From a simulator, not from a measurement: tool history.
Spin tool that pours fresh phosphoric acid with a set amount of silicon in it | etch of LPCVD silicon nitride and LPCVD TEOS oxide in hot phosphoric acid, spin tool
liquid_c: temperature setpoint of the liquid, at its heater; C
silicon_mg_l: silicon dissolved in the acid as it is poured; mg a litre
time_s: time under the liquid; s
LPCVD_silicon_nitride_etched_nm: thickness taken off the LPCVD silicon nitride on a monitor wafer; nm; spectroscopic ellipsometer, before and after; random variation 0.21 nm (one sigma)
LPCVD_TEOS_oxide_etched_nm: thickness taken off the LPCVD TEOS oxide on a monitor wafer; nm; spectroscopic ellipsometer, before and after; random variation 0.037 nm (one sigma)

run  hour  liquid_c  silicon_mg_l  time_s  LPCVD_silicon_nitride_etched_nm  LPCVD_TEOS_oxide_etched_nm
  1   0.0     160.0          12.0     180                          13.6980                     0.62926
  2   2.4     160.0          12.0     140                          10.3180                     0.47140
  3   3.5     160.0          12.0      85                           6.4768                     0.29026
  4   9.9     160.0          12.0      45                           3.3388                     0.15684
  5  11.8     158.0          12.0      45                           3.1216                     0.13410
  6  16.5     158.0          12.0     120                           8.3096                     0.36447
  7  24.7     160.5          19.5     210                          16.1580                     0.59686
  8  26.5     160.5          19.5     210                          16.0840                     0.62305
  9  34.8     159.0          18.0     225                          16.0750                     0.63572

Run 10 comes next. What will it give?
 10  40.6     160.5          19.0     230                                ?                           ?

Run 10 gave LPCVD_silicon_nitride_etched_nm 17.5200 nm, LPCVD_TEOS_oxide_etched_nm 0.68060 nm.
